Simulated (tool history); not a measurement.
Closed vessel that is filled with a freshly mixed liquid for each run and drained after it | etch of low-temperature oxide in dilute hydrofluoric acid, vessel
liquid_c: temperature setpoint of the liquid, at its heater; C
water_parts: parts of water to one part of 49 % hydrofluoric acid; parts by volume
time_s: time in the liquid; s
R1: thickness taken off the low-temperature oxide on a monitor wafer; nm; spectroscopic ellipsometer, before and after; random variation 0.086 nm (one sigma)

{"run": 1, "hour": 0.0, "liquid_c": 25, "water_parts": 235, "time_s": 110, "R1": 8.6153}
{"run": 2, "hour": 0.6, "liquid_c": 25, "water_parts": 235, "time_s": 75, "R1": 5.8222}
{"run": 3, "hour": 7.4, "liquid_c": 25, "water_parts": 235, "time_s": 110, "R1": 8.6139}
{"run": 4, "hour": 13.5, "liquid_c": 25, "water_parts": 235, "time_s": 75, "R1": 5.8154}
{"run": 5, "hour": 17.5, "liquid_c": 25, "water_parts": 235, "time_s": 75, "R1": 5.7983}
{"run": 6, "hour": 20.8, "liquid_c": 25, "water_parts": 235, "time_s": 110, "R1": 8.6107}
{"run": 7, "hour": 23.1, "liquid_c": 25, "water_parts": 235, "time_s": 110, "R1": 8.5877}
{"run": 8, "hour": 31.2, "liquid_c": 26.5, "water_parts": 220, "time_s": 110, "R1": 9.8142}
{"run": 9, "hour": 33.9, "liquid_c": 28, "water_parts": 215, "time_s": 110, "R1": 10.633}

The next listed run, before its measurement:
{"run": 10, "hour": 38.4, "liquid_c": 29, "water_parts": 205, "time_s": 110, "R1": "?"}

R1: 11.669 nm
